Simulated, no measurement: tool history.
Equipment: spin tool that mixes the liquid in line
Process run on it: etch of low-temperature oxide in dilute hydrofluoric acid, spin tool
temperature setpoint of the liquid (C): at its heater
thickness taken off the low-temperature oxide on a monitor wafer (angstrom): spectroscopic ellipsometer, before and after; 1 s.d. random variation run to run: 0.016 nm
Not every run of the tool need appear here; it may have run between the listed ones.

| run | day | temperature setpoint of the liquid (C) | parts of water to one part of 49 % hydrofluoric acid (parts by volume) | time under the liquid (s) | thickness taken off the low-temperature oxide on a monitor wafer (angstrom) |
|---|---|---|---|---|---|
| 1 | 0.000 | 25.0 | 225 | 15 | 15.060 |
| 2 | 0.262 | 25.0 | 190 | 15 | 18.334 |
| 3 | 0.558 | 25.0 | 250 | 15 | 13.055 |
| 4 | 0.862 | 28.0 | 250 | 15 | 14.586 |
| 5 | 1.067 | 30.0 | 250 | 15 | 15.657 |
| 6 | 1.196 | 30.5 | 215 | 15 | 19.139 |
| 7 | 1.462 | 31.0 | 190 | 15 | 22.625 |
| 8 | 1.692 | 31.5 | 170 | 15 | 26.565 |
| 9 | 1.775 | 32.0 | 160 | 15 | 29.088 |
| 10 | 1.833 | 32.0 | 150 | 15 | 31.411 |
| 11 | 1.929 | 32.0 | 145 | 15 | 32.977 |

Estimate the outcome of run 12 from the log above:
| 12 | 2.200 | 32.0 | 140 | 15 | ? |

thickness taken off the low-temperature oxide on a monitor wafer (angstrom): 34.228

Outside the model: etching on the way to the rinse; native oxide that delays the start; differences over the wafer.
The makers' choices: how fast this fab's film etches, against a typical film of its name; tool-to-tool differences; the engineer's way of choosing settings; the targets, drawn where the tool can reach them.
